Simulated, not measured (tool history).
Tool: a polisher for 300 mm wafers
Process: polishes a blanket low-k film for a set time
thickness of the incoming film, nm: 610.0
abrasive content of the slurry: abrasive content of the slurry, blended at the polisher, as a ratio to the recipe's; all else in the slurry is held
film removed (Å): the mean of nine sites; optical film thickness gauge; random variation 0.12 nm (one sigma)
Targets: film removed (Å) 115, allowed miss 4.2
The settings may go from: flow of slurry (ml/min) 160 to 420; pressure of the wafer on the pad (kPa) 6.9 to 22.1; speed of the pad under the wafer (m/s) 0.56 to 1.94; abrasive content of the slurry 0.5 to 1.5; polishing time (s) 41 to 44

run  hour  flow of slurry (ml/min)  pressure of the wafer on the pad (kPa)  speed of the pad under the wafer (m/s)  abrasive content of the slurry  polishing time (s)  film removed (Å)
  1     0                      270                                    14.5                                    1.24                               1                  41            258.32
  2   5.3                      270                                    14.5                                    1.24                            0.85                  41            229.49
  3   6.8                      270                                    11.7                                    1.16                            0.85                  41            185.47
  4    10                      270                                    11.7                                    1.16                               1                  41             213.6
  5  17.9                      270                                    13.1                                    1.16                               1                  41            227.45
  6  20.9                      270                                    13.1                                    0.98                               1                  41            197.06
  7  23.7                      270                                      11                                    0.88                               1                  41             161.4
  8  29.9                      270                                     9.7                                    0.84                               1                  41            145.05
  9  32.3                      270                                       9                                     0.8                               1                  41            132.59
 10  40.8                      270                                     8.3                                     0.8                               1                  41            125.49
 11  48.8                      270                                     7.6                                     0.8                               1                  41            119.88

Which of these 4 next moves meets every target?
  A  56.8                      255                                     8.3                                    0.76                            0.95                  41                 ?
  B  56.8                      330                                     6.9                                    0.88                            1.05                  41                 ?
  C  56.8                      330                                     7.6                                    0.76                             1.1                  42                 ?
  D  56.8                      240                                      11                                    0.56                             1.1                  43                 ?

move  film removed (Å)
   A            115.56
   B               129
   C            127.35
   D            123.76
A: meets every target
B: further off than the last run
C: further off than the last run
D: further off than the last run
Move A is the one to make.
